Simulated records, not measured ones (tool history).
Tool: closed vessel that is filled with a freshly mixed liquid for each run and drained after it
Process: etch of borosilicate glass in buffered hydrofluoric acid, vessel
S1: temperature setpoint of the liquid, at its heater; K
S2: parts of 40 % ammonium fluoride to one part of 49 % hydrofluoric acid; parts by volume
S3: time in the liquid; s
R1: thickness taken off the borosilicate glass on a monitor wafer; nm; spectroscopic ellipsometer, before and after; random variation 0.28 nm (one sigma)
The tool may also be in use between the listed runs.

| run | hour | S1 | S2 | S3 | R1 |
|---|---|---|---|---|---|
| 1 | 0.0 | 294.15 | 7.0 | 30 | 46.434 |
| 2 | 3.5 | 294.15 | 7.0 | 30 | 46.569 |
| 3 | 9.2 | 292.65 | 7.0 | 30 | 42.703 |
| 4 | 11.0 | 292.65 | 5.5 | 30 | 52.830 |
| 5 | 16.5 | 291.15 | 5.5 | 30 | 48.318 |
| 6 | 20.8 | 290.65 | 6.0 | 30 | 44.130 |
| 7 | 29.4 | 290.65 | 6.5 | 30 | 40.799 |

Forecast run 8:
| 8 | 36.5 | 290.65 | 7.0 | 30 | ? |

Run 8 gave R1 38.933 nm.

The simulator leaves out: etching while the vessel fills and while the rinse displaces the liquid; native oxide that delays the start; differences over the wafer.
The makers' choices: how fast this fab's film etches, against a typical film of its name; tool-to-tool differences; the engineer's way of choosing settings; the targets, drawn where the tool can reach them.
